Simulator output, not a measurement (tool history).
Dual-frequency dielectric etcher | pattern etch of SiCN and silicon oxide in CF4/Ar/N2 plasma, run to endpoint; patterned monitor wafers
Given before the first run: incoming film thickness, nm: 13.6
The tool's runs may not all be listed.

Run 1, day 0.000: source power (kW) 0.360, bias power (kW) 0.073, Ar flow (sccm) 105, CF4 flow (sccm) 46. Result: endpoint time (s) 20.595.
Run 2, day 0.158: source power (kW) 0.390, bias power (kW) 0.073, Ar flow (sccm) 105, CF4 flow (sccm) 46. Result: endpoint time (s) 19.567.
Run 3, day 0.354: source power (kW) 0.420, bias power (kW) 0.073, Ar flow (sccm) 105, CF4 flow (sccm) 46. Result: endpoint time (s) 18.229.
Run 4, day 0.417: source power (kW) 0.420, bias power (kW) 0.073, Ar flow (sccm) 114, CF4 flow (sccm) 46. Result: endpoint time (s) 18.572.
Run 5, day 0.525: source power (kW) 0.440, bias power (kW) 0.073, Ar flow (sccm) 114, CF4 flow (sccm) 46. Result: endpoint time (s) 17.877.
Run 6, day 0.821: source power (kW) 0.500, bias power (kW) 0.073, Ar flow (sccm) 114, CF4 flow (sccm) 46. Result: endpoint time (s) 16.355.
Run 7, day 1.133: source power (kW) 0.500, bias power (kW) 0.075, Ar flow (sccm) 113, CF4 flow (sccm) 46. Result: endpoint time (s) 16.117.
Run 8, day 1.229: source power (kW) 0.500, bias power (kW) 0.075, Ar flow (sccm) 113, CF4 flow (sccm) 46. Result: endpoint time (s) 16.146.

Forecast run 9:
Run 9, day 1.475: source power (kW) 0.500, bias power (kW) 0.075, Ar flow (sccm) 113, CF4 flow (sccm) 46. Result: endpoint time (s) ?.

endpoint time (s): 16.147

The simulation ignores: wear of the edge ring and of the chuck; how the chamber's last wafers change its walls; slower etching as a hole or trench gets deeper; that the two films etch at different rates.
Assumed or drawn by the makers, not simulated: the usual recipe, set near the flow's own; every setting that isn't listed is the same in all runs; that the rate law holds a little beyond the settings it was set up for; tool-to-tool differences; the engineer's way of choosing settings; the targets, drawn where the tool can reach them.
